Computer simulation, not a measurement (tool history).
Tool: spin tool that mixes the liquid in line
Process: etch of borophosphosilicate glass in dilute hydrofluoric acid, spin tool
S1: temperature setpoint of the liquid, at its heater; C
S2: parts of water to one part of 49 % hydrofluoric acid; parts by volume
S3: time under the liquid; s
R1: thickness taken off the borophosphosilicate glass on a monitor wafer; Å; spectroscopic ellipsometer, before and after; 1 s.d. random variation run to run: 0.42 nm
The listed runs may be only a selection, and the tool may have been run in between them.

run,hour,S1,S2,S3,R1
1,0.0,25.0,110,20,181.85
2,2.2,26.5,95,20,229.10
3,9.5,28.0,85,20,277.43
4,13.5,29.0,80,20,300.30
5,14.0,29.0,80,20,305.31
6,16.8,30.0,75,20,339.24
7,17.7,30.5,70,20,374.43

What will run 8 give?
8,24.4,31.0,70,20,?

{"run 8": {"R1": 374.58}}
